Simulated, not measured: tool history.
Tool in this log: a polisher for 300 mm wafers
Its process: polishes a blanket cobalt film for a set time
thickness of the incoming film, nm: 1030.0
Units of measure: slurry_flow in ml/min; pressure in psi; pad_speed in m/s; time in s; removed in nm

Run 1, hour 0.0: slurry_flow 215 ml/min, pressure 1.2 psi, pad_speed 1.18 m/s, time 113 s. Result: removed 321.79 nm.
Run 2, hour 7.3: slurry_flow 215 ml/min, pressure 1.2 psi, pad_speed 1.18 m/s, time 118 s. Result: removed 336.07 nm.
Run 3, hour 16.3: slurry_flow 215 ml/min, pressure 1.2 psi, pad_speed 1.04 m/s, time 118 s. Result: removed 296.88 nm.
Run 4, hour 17.2: slurry_flow 215 ml/min, pressure 1.2 psi, pad_speed 1.04 m/s, time 118 s. Result: removed 295.42 nm.
Run 5, hour 22.1: slurry_flow 215 ml/min, pressure 1.4 psi, pad_speed 1.04 m/s, time 118 s. Result: removed 345.40 nm.
Run 6, hour 25.0: slurry_flow 215 ml/min, pressure 1.4 psi, pad_speed 1.32 m/s, time 118 s. Result: removed 433.11 nm.

Expected results for the next run?
Run 7, hour 25.8: slurry_flow 215 ml/min, pressure 1.3 psi, pad_speed 1.30 m/s, time 118 s. Result: removed ?.

removed: 400.34 nm
